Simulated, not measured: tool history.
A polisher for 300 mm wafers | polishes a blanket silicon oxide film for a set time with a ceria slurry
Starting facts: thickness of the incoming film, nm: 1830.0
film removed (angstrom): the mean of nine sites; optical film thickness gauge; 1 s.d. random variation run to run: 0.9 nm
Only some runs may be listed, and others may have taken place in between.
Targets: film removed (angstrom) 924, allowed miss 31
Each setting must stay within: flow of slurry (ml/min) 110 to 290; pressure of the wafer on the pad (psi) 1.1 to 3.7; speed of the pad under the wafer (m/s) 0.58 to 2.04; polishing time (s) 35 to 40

| run | hour | flow of slurry (ml/min) | pressure of the wafer on the pad (psi) | speed of the pad under the wafer (m/s) | polishing time (s) | film removed (angstrom) |
|---|---|---|---|---|---|---|
| 1 | 0 | 185 | 2.4 | 1.3 | 40 | 1844.4 |
| 2 | 8.9 | 185 | 2.4 | 1.3 | 40 | 1844.3 |
| 3 | 10.9 | 160 | 2.4 | 1.3 | 40 | 1846.9 |
| 4 | 13.3 | 140 | 2.4 | 1.3 | 40 | 1781.7 |
| 5 | 15.6 | 140 | 2.4 | 1.3 | 35 | 1536.1 |
| 6 | 19.3 | 135 | 2.2 | 1.3 | 35 | 1433.9 |
| 7 | 27.3 | 135 | 2 | 1.3 | 35 | 1300.8 |
| 8 | 32.2 | 135 | 1.9 | 1.3 | 35 | 1258.8 |
| 9 | 38.5 | 135 | 1.8 | 1.3 | 35 | 1174.3 |
| 10 | 43.2 | 130 | 1.2 | 1.28 | 35 | 773.61 |
| 11 | 51.1 | 135 | 1.2 | 1.28 | 35 | 790.97 |
| 12 | 59.9 | 140 | 1.2 | 1.28 | 35 | 794.92 |
| 13 | 64 | 145 | 1.2 | 1.28 | 35 | 798.4 |
| 14 | 64.6 | 150 | 1.2 | 1.28 | 35 | 802.72 |
| 15 | 65.3 | 155 | 1.2 | 1.28 | 35 | 805.76 |
| 16 | 74 | 160 | 1.2 | 1.28 | 35 | 812.1 |
| 17 | 82.9 | 165 | 1.2 | 1.28 | 35 | 808.03 |
| 18 | 86.5 | 170 | 1.3 | 1.28 | 35 | 886.34 |
| 19 | 92.4 | 175 | 1.3 | 1.28 | 35 | 882.98 |
| 20 | 95.1 | 180 | 1.3 | 1.28 | 35 | 878.66 |
| 21 | 102.6 | 180 | 1.3 | 1.28 | 35 | 890.44 |
| 22 | 104.3 | 185 | 1.3 | 1.28 | 35 | 909.48 |
| 23 | 112 | 190 | 1.3 | 1.28 | 35 | 888.59 |

Pick the move, out of 5, that brings all results within their allowed miss; only one does.
| A | 119.7 | 205 | 1.3 | 1.32 | 35 | ? |
| B | 119.7 | 160 | 1.4 | 1.08 | 35 | ? |
| C | 119.7 | 180 | 1.2 | 1.32 | 35 | ? |
| D | 119.7 | 195 | 1.3 | 1.06 | 39 | ? |
| E | 119.7 | 195 | 1.3 | 1.2 | 35 | ? |

| move | film removed (angstrom) |
|---|---|
| A | 922.37 |
| B | 790.09 |
| C | 842.03 |
| D | 826.5 |
| E | 836.11 |
A: meets every target
B: further off than the last run
C: further off than the last run
D: further off than the last run
E: further off than the last run
Answer: A
